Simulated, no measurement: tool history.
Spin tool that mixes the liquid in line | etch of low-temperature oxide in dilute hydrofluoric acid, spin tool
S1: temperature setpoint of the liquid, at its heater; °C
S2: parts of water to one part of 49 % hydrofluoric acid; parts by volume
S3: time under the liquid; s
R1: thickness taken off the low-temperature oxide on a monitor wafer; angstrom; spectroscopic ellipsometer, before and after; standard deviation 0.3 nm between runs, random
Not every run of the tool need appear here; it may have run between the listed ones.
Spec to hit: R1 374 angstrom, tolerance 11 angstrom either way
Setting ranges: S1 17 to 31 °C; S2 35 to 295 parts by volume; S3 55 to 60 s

{"run": 1, "day": 0.0, "S1": 23, "S2": 165, "S3": 55, "R1": 104.35}
{"run": 2, "day": 0.246, "S1": 23, "S2": 125, "S3": 55, "R1": 143.15}
{"run": 3, "day": 0.404, "S1": 25, "S2": 100, "S3": 55, "R1": 202.53}
{"run": 4, "day": 0.762, "S1": 25, "S2": 120, "S3": 55, "R1": 163.32}
{"run": 5, "day": 1.104, "S1": 25, "S2": 120, "S3": 60, "R1": 175.69}
{"run": 6, "day": 1.192, "S1": 26.5, "S2": 100, "S3": 60, "R1": 232.67}
{"run": 7, "day": 1.217, "S1": 30.5, "S2": 70, "S3": 60, "R1": 401.31}
{"run": 8, "day": 1.296, "S1": 30, "S2": 70, "S3": 60, "R1": 396.54}
{"run": 9, "day": 1.35, "S1": 29.5, "S2": 70, "S3": 60, "R1": 390.06}

Which of these 4 next moves meets every target?
{"run": "A", "day": 1.404, "S1": 29, "S2": 75, "S3": 60, "R1": "?"}
{"run": "B", "day": 1.404, "S1": 30, "S2": 70, "S3": 60, "R1": "?"}
{"run": "C", "day": 1.404, "S1": 28.5, "S2": 70, "S3": 60, "R1": "?"}
{"run": "D", "day": 1.404, "S1": 31, "S2": 75, "S3": 55, "R1": "?"}

move=A R1=355.98
move=B R1=399.33
move=C R1=376.77
move=D R1=352.32
A: takes the result that was furthest off past its target
B: lands further from the targets than the last run did
C: all results in spec
D: takes the result that was furthest off past its target
So the answer is move C, the one that meets all the targets.

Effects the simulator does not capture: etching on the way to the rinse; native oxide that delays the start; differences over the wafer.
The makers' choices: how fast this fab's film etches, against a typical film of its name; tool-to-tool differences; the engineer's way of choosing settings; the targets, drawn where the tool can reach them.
